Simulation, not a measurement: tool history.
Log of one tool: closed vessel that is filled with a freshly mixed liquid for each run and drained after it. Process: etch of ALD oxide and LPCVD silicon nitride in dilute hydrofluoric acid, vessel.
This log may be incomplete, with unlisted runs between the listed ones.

run  hour  temperature setpoint of the liquid (C)  parts of water to one part of 49 % hydrofluoric acid (parts by volume)  time in the liquid (s)  thickness taken off the ALD oxide on a monitor wafer (angstrom)  thickness taken off the LPCVD silicon nitride on a monitor wafer (angstrom)
  1     0                                      25                                                                      55                      60                                                           187.06                                                                       4.7612
  2   1.3                                      27                                                                      50                      60                                                            223.1                                                                        6.207
  3   2.5                                      25                                                                      50                      60                                                           206.86                                                                        5.283
  4   5.7                                    26.5                                                                      45                      60                                                           245.06                                                                       5.8911
  5  13.1                                    26.5                                                                      45                      80                                                           329.96                                                                       8.9879
  6  18.8                                    29.5                                                                      45                      80                                                           369.74                                                                       10.154

What does the tool deliver on the next run?
  7  23.4                                    27.5                                                                      45                      80                                                                ?                                                                            ?

Run 7 yielded thickness taken off the ALD oxide on a monitor wafer (angstrom) 344.2, thickness taken off the LPCVD silicon nitride on a monitor wafer (angstrom) 9.2899.
